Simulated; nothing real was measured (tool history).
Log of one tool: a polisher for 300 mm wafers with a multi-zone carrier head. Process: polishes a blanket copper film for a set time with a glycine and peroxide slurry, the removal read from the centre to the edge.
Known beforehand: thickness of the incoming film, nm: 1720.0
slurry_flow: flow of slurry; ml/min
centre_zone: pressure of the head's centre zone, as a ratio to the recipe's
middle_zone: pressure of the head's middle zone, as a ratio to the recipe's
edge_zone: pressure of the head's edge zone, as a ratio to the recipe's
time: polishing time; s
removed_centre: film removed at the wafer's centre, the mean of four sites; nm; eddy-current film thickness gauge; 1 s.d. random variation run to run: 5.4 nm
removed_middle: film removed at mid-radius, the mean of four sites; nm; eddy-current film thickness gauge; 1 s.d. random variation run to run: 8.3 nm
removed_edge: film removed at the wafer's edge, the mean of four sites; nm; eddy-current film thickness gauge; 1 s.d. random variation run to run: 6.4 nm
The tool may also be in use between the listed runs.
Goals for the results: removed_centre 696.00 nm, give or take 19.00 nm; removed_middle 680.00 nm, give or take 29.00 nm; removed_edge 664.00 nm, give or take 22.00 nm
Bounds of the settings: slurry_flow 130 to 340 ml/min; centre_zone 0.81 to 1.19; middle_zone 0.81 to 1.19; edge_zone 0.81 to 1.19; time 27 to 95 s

run,hour,slurry_flow,centre_zone,middle_zone,edge_zone,time,removed_centre,removed_middle,removed_edge
1,0.0,220,1.00,1.00,1.00,61,462.35,471.75,478.64
2,5.1,220,1.00,1.00,1.06,61,460.64,469.49,487.48
3,6.2,220,1.06,1.00,1.06,61,487.88,481.34,488.51
4,13.2,230,1.09,1.01,1.09,66,543.84,517.96,530.12
5,19.6,230,1.14,1.01,1.09,66,564.02,510.44,526.94
6,21.8,230,1.14,1.01,1.02,66,568.59,511.94,528.86
7,28.4,235,1.13,1.03,1.02,70,607.74,543.45,548.49
8,31.0,195,1.05,1.13,1.12,85,672.79,697.48,679.76

5 next moves are on the table. One of them brings every result within its allowed miss. Which?
A,33.6,215,1.07,1.15,1.04,83,?,?,?
B,33.6,180,1.13,1.12,1.11,83,?,?,?
C,33.6,220,1.03,1.19,1.10,82,?,?,?
D,33.6,200,1.09,1.07,1.19,79,?,?,?
E,33.6,200,1.05,1.15,1.08,82,?,?,?

move,removed_centre,removed_middle,removed_edge
A,665.70,705.84,657.55
B,689.43,680.83,664.78
C,634.60,715.65,663.78
D,640.21,635.10,655.10
E,640.24,692.50,655.09
A: its largest miss is bigger than the last run's
B: in spec on every target
C: its largest miss is bigger than the last run's
D: its largest miss is bigger than the last run's
E: its largest miss is bigger than the last run's
The move that meets every target is B.
